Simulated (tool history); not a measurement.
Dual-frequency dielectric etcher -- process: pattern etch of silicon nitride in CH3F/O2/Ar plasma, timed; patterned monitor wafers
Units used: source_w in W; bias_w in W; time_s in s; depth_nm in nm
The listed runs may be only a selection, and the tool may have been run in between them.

Run 1, hour 0.0: source_w 470 W, bias_w 76 W, time_s 30.5 s. Result: depth_nm 22.785 nm.
Run 2, hour 1.4: source_w 470 W, bias_w 86 W, time_s 30.5 s. Result: depth_nm 23.975 nm.
Run 3, hour 2.5: source_w 470 W, bias_w 86 W, time_s 28.0 s. Result: depth_nm 21.756 nm.
Run 4, hour 10.0: source_w 470 W, bias_w 92 W, time_s 28.0 s. Result: depth_nm 22.299 nm.
Run 5, hour 12.0: source_w 500 W, bias_w 94 W, time_s 28.0 s. Result: depth_nm 22.963 nm.
At hour 12.8: source power generator calibrated.
Run 6, hour 12.8: source_w 530 W, bias_w 96 W, time_s 28.0 s. Result: depth_nm 23.328 nm.
Run 7, hour 18.8: source_w 550 W, bias_w 98 W, time_s 28.0 s. Result: depth_nm 23.872 nm.
Run 8, hour 20.8: source_w 560 W, bias_w 99 W, time_s 28.0 s. Result: depth_nm 24.228 nm.

What does the tool deliver on the next run?
Run 9, hour 28.1: source_w 570 W, bias_w 100 W, time_s 28.0 s. Result: depth_nm ?.

depth_nm: 24.185 nm

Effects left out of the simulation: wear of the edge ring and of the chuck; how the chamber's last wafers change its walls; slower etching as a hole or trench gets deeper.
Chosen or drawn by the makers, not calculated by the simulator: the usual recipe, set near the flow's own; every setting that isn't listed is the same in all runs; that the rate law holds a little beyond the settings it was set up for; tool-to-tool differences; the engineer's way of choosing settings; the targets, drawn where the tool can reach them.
